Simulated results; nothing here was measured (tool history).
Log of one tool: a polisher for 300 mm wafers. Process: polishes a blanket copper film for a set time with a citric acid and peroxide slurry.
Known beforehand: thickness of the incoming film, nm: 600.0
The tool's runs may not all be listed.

run	hour	flow of slurry (ml/min)	pressure of the wafer on the pad (psi)	speed of the pad under the wafer (m/s)	abrasive content of the slurry	polishing time (s)	film removed (Å)
1	0	140	3.6	1.16	1	78	2430.8
2	3.5	140	3.2	1.12	1	78	2171.9
3	10.5	140	2.9	1.06	1	78	1854
4	13.6	140	2.9	1.06	1.15	78	1963.2
5	22.1	140	2.7	1.02	1.15	78	1743.2
6	24.5	140	2.5	1	1.15	78	1637.9

What will run 7 give?
7	27.6	140	2.3	0.98	1.15	78	?

film removed (Å): 1483.9
